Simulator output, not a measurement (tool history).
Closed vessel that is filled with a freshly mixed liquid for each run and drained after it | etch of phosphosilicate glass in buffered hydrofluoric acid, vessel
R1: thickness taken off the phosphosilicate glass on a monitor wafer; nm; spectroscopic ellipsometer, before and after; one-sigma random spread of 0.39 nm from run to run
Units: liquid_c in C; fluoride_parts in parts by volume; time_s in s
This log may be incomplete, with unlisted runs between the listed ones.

Run 1, day 0: liquid_c 22 C, fluoride_parts 17 parts by volume, time_s 30 s. Result: R1 75.378 nm.
Run 2, day 0.067: liquid_c 22 C, fluoride_parts 17 parts by volume, time_s 30 s. Result: R1 74.004 nm.
Run 3, day 0.408: liquid_c 20.5 C, fluoride_parts 17 parts by volume, time_s 30 s. Result: R1 69.647 nm.
Run 4, day 0.788: liquid_c 19.5 C, fluoride_parts 17 parts by volume, time_s 30 s. Result: R1 64.486 nm.
Run 5, day 1.133: liquid_c 19.5 C, fluoride_parts 12.5 parts by volume, time_s 30 s. Result: R1 88.057 nm.
Run 6, day 1.362: liquid_c 18.5 C, fluoride_parts 14 parts by volume, time_s 30 s. Result: R1 74.938 nm.

Run 7 is up next; what results do you expect?
Run 7, day 1.533: liquid_c 18 C, fluoride_parts 15 parts by volume, time_s 30 s. Result: R1 ?.

R1: 67.577 nm

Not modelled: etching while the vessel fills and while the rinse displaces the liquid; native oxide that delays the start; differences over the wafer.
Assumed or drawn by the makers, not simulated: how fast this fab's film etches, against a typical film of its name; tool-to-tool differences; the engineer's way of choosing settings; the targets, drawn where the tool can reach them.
